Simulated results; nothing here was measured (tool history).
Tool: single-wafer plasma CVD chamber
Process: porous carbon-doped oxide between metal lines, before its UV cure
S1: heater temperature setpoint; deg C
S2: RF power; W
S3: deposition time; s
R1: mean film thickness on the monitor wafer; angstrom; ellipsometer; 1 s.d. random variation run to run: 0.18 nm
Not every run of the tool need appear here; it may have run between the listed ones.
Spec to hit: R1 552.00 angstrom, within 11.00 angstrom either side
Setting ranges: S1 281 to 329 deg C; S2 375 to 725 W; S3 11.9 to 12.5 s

run 1 day=0.000 | S1=305 S2=550 S3=12.5 | R1=708.81
run 2 day=0.250 | S1=305 S2=550 S3=11.9 | R1=676.82
run 3 day=0.550 | S1=311 S2=525 S3=11.9 | R1=635.41
run 4 day=0.854 | S1=316 S2=510 S3=11.9 | R1=600.91
run 5 day=1.208 | S1=319 S2=505 S3=11.9 | R1=590.99
run 6 day=1.267 | S1=311 S2=505 S3=11.9 | R1=616.13
run 7 day=1.442 | S1=316 S2=500 S3=11.9 | R1=596.77
run 8 day=1.688 | S1=319 S2=495 S3=11.9 | R1=581.97
run 9 day=1.842 | S1=321 S2=490 S3=11.9 | R1=575.03

Exactly one of the 5 candidate moves below puts every result within its allowed miss. Which one?
run A day=1.996 | S1=318 S2=495 S3=11.9 | R1=?
run B day=1.996 | S1=320 S2=485 S3=12.3 | R1=?
run C day=1.996 | S1=321 S2=435 S3=12.1 | R1=?
run D day=1.996 | S1=329 S2=530 S3=12.0 | R1=?
run E day=1.996 | S1=325 S2=450 S3=12.5 | R1=?

move=A R1=583.36
move=B R1=587.07
move=C R1=523.79
move=D R1=588.38
move=E R1=547.06
A: its largest miss is bigger than the last run's
B: its largest miss is bigger than the last run's
C: pushes the last run's worst result past its target
D: its largest miss is bigger than the last run's
E: each result inside its tolerance
The move that meets every target is E.
